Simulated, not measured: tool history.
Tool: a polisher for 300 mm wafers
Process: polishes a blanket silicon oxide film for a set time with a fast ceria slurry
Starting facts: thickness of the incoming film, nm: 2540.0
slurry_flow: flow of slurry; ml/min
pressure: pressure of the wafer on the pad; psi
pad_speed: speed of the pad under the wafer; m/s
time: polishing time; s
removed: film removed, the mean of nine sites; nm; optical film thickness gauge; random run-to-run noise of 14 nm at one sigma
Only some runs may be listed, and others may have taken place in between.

run,hour,slurry_flow,pressure,pad_speed,time,removed
1,0,165,2.3,1.22,81,1045.9
2,8.6,165,1.8,1.22,81,862.14
3,13.8,180,2.4,1.22,81,1094.3
4,15.6,140,2.4,1.22,81,1059.5
5,21.8,140,2.9,1.22,81,1243.3
6,25,120,2.9,1.22,81,1206.1

For run 7, what comes out?
7,30.6,150,3.1,1.24,81,?

For run 7 the tool returned removed 1364 nm.
